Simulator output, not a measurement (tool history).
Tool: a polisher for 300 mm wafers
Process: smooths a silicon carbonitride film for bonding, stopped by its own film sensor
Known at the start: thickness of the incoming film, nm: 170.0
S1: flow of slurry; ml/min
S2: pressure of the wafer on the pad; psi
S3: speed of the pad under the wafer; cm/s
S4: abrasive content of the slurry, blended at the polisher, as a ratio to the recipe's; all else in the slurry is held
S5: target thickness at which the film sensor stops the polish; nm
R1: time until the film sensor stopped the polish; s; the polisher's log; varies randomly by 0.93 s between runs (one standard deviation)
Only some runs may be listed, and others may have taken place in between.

run  hour   S1   S2   S3   S4   S5      R1
  1     0  195  2.6  114    1  135   107.7
  2   3.1  195  2.6  114    1  134  114.99
  3   9.4  195  2.8  114    1  134  106.81
  4  15.2  195    3  114    1  134  100.61
  5  17.5  220    3  114    1  134  95.946
  6  19.9  220    3  114  1.1  134  95.826
  7  28.5  225  3.1  114  1.1  134  93.375

What does the tool deliver on the next run?
  8  36.1  225  3.2  114  1.1  134   ?

R1: 89.255 s
